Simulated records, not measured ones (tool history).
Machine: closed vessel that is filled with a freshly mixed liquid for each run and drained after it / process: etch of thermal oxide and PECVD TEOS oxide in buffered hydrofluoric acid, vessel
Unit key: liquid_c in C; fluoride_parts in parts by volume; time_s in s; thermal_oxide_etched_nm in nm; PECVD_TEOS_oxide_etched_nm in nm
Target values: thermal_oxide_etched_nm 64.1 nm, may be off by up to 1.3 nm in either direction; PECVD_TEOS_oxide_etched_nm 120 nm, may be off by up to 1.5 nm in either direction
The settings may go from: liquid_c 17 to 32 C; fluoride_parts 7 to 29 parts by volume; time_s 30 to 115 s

| run | hour | liquid_c | fluoride_parts | time_s | thermal_oxide_etched_nm | PECVD_TEOS_oxide_etched_nm |
|---|---|---|---|---|---|---|
| 1 | 0 | 24 | 18 | 60 | 41.636 | 77.423 |
| 2 | 9 | 22 | 18 | 60 | 37.6 | 69.817 |
| 3 | 14 | 19 | 18 | 60 | 31.595 | 58.552 |
| 4 | 21.3 | 20.5 | 18 | 60 | 34.213 | 63.937 |
| 5 | 30.3 | 20.5 | 20 | 60 | 30.866 | 57.692 |
| 6 | 32.5 | 20.5 | 23.5 | 60 | 27.645 | 51.726 |
| 7 | 41.8 | 22 | 23 | 60 | 30.473 | 56.992 |
| 8 | 50.7 | 23 | 22.5 | 60 | 32.622 | 60.838 |
| 9 | 56.1 | 27 | 17 | 60 | 51.547 | 96.045 |
|  | 61.1 | thermometer replaced |
| 10 | 61.1 | 31 | 17 | 60 | 58.527 | 109.3 |
| 11 | 65.4 | 31.5 | 16.5 | 60 | 61.984 | 115.04 |
| 12 | 72.4 | 32 | 16.5 | 60 | 63.79 | 118.32 |
| 13 | 77.8 | 32 | 16 | 60 | 65.761 | 122.43 |

Pick the move, out of 4, that brings all results within their allowed miss; only one does.
| A | 83.2 | 30 | 19 | 80 | ? | ? |
| B | 83.2 | 32 | 18.5 | 70 | ? | ? |
| C | 83.2 | 29.5 | 12.5 | 55 | ? | ? |
| D | 83.2 | 26.5 | 10 | 50 | ? | ? |

| move | thermal_oxide_etched_nm | PECVD_TEOS_oxide_etched_nm |
|---|---|---|
| A | 66.327 | 123.26 |
| B | 66.159 | 122.95 |
| C | 66.957 | 124.43 |
| D | 64.503 | 119.87 |
A: moves away from the targets compared with the last run
B: moves away from the targets compared with the last run
C: moves away from the targets compared with the last run
D: every result lands within tolerance
D meets every target.
